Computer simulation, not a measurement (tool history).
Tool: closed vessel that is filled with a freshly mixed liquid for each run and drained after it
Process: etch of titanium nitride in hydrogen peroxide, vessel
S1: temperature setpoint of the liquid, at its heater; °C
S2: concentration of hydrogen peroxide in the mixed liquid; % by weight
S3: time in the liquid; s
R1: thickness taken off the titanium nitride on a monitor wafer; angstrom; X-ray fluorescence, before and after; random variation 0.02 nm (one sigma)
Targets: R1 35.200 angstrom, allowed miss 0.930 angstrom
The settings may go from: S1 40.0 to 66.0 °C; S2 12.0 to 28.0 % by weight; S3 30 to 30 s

| run | day | S1 | S2 | S3 | R1 |
|---|---|---|---|---|---|
| 1 | 0.000 | 56.0 | 19.0 | 30 | 18.489 |
| 2 | 0.125 | 57.5 | 19.0 | 30 | 20.423 |
| 3 | 0.446 | 59.0 | 19.0 | 30 | 22.663 |
| 4 | 0.558 | 60.0 | 19.0 | 30 | 24.357 |
| 5 | 0.596 | 61.0 | 19.0 | 30 | 25.907 |
| 6 | 0.683 | 58.0 | 19.0 | 30 | 21.474 |
| 7 | 0.854 | 59.5 | 19.0 | 30 | 23.497 |
| 8 | 0.988 | 60.5 | 19.0 | 30 | 25.432 |
| 9 | 1.125 | 61.5 | 19.0 | 30 | 26.757 |
|  | 1.338 | thermometer replaced |
| 10 | 1.338 | 62.0 | 19.0 | 30 | 25.910 |
| 11 | 1.638 | 62.5 | 20.5 | 30 | 27.201 |

Which of these 5 next moves meets every target?
| A | 1.938 | 65.5 | 25.5 | 30 | ? |
| B | 1.938 | 61.0 | 17.0 | 30 | ? |
| C | 1.938 | 58.5 | 21.5 | 30 | ? |
| D | 1.938 | 56.0 | 21.5 | 30 | ? |
| E | 1.938 | 59.0 | 18.0 | 30 | ? |

| move | R1 |
|---|---|
| A | 34.915 |
| B | 23.707 |
| C | 21.026 |
| D | 17.690 |
| E | 20.947 |
A: meets every target
B: further off than the last run
C: further off than the last run
D: further off than the last run
E: further off than the last run
Answer: A

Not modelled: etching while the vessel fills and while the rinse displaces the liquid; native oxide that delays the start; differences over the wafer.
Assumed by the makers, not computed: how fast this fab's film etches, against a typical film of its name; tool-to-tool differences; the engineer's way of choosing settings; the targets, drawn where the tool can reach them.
